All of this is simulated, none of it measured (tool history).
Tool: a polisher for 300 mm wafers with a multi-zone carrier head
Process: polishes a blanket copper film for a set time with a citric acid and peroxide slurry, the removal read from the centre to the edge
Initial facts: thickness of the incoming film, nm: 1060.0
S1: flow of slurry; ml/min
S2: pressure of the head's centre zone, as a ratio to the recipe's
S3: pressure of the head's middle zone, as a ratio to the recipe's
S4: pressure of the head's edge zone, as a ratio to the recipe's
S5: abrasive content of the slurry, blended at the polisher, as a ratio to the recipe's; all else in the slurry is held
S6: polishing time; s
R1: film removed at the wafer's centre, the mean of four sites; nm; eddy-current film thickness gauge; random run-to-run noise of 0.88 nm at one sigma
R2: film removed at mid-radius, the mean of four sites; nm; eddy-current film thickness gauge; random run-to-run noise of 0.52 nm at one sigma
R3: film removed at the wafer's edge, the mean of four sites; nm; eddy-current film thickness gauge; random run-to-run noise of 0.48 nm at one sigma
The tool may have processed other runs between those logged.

Run 1, day 0: S1 290 ml/min, S2 1, S3 1, S4 1, S5 1, S6 66 s. Result: R1 106.3 nm, R2 101.34 nm, R3 102.31 nm.
Run 2, day 0.25: S1 290 ml/min, S2 1, S3 1, S4 1, S5 0.9, S6 66 s. Result: R1 102.77 nm, R2 99.295 nm, R3 101.72 nm.
Run 3, day 0.392: S1 290 ml/min, S2 1, S3 1, S4 0.92, S5 0.9, S6 66 s. Result: R1 102.1 nm, R2 97.936 nm, R3 98.748 nm.
Run 4, day 0.733: S1 295 ml/min, S2 1.02, S3 1.03, S4 0.9, S5 0.8, S6 58 s. Result: R1 91.035 nm, R2 85.02 nm, R3 81.772 nm.
Run 5, day 0.9: S1 295 ml/min, S2 1.02, S3 1.03, S4 0.9, S5 0.8, S6 69 s. Result: R1 105.04 nm, R2 102.9 nm, R3 98.404 nm.
Run 6, day 1.004: S1 295 ml/min, S2 1.01, S3 1.03, S4 0.88, S5 0.7, S6 62 s. Result: R1 92.929 nm, R2 89.145 nm, R3 84.227 nm.
Run 7, day 1.175: S1 290 ml/min, S2 0.99, S3 1.02, S4 0.87, S5 0.65, S6 58 s. Result: R1 82.802 nm, R2 81.063 nm, R3 76.838 nm.
Run 8, day 1.362: S1 285 ml/min, S2 0.98, S3 1.01, S4 0.85, S5 0.6, S6 56 s. Result: R1 75.412 nm, R2 75.665 nm, R3 71.744 nm.
Run 9, day 1.492: S1 275 ml/min, S2 0.99, S3 1, S4 0.84, S5 0.55, S6 55 s. Result: R1 75.132 nm, R2 70.844 nm, R3 67.822 nm.
Run 10, day 1.829: S1 260 ml/min, S2 0.98, S3 1, S4 0.83, S5 0.55, S6 55 s. Result: R1 74.535 nm, R2 72.02 nm, R3 67.358 nm.

Estimate the outcome of run 11 from the log above:
Run 11, day 2.167: S1 250 ml/min, S2 0.97, S3 0.99, S4 0.82, S5 0.55, S6 55 s. Result: R1 ?, R2 ?, R3 ?.

R1: 72.087 nm
R2: 70.022 nm
R3: 66.625 nm
